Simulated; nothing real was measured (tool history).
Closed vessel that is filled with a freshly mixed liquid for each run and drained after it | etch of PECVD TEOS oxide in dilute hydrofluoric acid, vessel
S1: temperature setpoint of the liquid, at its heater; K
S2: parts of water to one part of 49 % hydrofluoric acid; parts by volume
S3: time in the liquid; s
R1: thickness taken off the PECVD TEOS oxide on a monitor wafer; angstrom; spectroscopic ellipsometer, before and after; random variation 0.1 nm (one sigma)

run	hour	S1	S2	S3	R1
1	0	293.15	170	195	92.092
2	7.6	293.15	170	140	67.07
3	8.3	294.65	165	140	72.029
4	14.4	294.65	165	195	100.83
5	19.9	295.15	165	195	102.89
6	28	295.65	165	195	106.69

Run 7 comes next. What will it give?
7	36.7	296.15	165	195	?

{"run 7": {"R1": 109.62}}
